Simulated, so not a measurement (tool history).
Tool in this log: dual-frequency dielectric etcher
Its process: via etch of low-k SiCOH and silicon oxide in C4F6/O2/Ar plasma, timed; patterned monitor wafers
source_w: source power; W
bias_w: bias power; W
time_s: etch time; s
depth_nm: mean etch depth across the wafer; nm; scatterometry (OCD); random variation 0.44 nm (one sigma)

run	hour	source_w	bias_w	time_s	depth_nm
1	0	430	223	65.5	193.81
2	2.5	430	223	60.5	178.59
3	3.5	410	219	60.5	174.35
4	6.1	490	219	60.5	186.39
5	14.3	440	219	60.5	178.21
6	15	420	215	60.5	174.68

Expected results for the next run?
7	19.4	410	212	60.5	?

{"run 7": {"depth_nm": 171.79}}
